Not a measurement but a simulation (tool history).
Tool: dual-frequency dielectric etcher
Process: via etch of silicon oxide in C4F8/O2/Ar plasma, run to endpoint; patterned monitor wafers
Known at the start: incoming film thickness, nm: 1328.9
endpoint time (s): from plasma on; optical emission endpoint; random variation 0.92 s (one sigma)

run	day	source power (W)	bias power (W)	endpoint time (s)
1	0.000	2570	2204	215.97
2	0.267	2280	2135	229.13
3	0.408	2080	2114	241.04
4	0.667	2080	2470	229.39
5	0.779	2080	2699	226.22
6	0.825	2080	2522	229.19
7	0.908	1920	2466	241.82
# day 1.283: source power generator calibrated
8	1.283	1920	2466	243.71
9	1.558	1860	2461	246.42
10	1.867	1810	2457	250.51

The next listed run, before its measurement:
11	2.075	1780	2455	?

endpoint time (s): 253.11
